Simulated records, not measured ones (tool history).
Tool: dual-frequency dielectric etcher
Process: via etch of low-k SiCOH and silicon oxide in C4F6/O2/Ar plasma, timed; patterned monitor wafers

run,hour,source power (W),bias power (W),etch time (s),mean etch depth across the wafer (nm)
1,0.0,450,167,60.0,176.60
2,8.0,450,178,60.0,181.18
3,10.7,450,178,63.0,190.53
4,18.7,450,178,63.0,188.23
5,25.8,390,160,62.0,167.35
6,28.4,360,154,61.5,156.25
7,29.2,360,154,61.5,157.40

Run 8 comes next. What will it give?
8,36.2,340,151,61.5,?

Run 8 gave mean etch depth across the wafer (nm) 152.52.
